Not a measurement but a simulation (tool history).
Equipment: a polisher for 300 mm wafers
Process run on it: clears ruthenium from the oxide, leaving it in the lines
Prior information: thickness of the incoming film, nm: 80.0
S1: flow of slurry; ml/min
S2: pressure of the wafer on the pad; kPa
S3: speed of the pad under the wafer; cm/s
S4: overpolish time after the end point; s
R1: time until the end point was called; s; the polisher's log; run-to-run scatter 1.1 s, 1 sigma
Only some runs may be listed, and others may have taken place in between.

run	day	S1	S2	S3	S4	R1
1	0.000	215	10.3	80	47	105.520
2	0.367	215	10.3	62	47	138.300
3	0.683	215	9.0	62	47	157.390
4	0.883	215	11.0	62	47	128.300
5	1.246	215	12.4	70	47	104.590
6	1.517	215	13.1	78	47	89.182

Run 7, settings as shown, results not yet in. Your forecast:
7	1.888	215	13.8	82	47	?

Run 7 came out at R1 83.985 s.
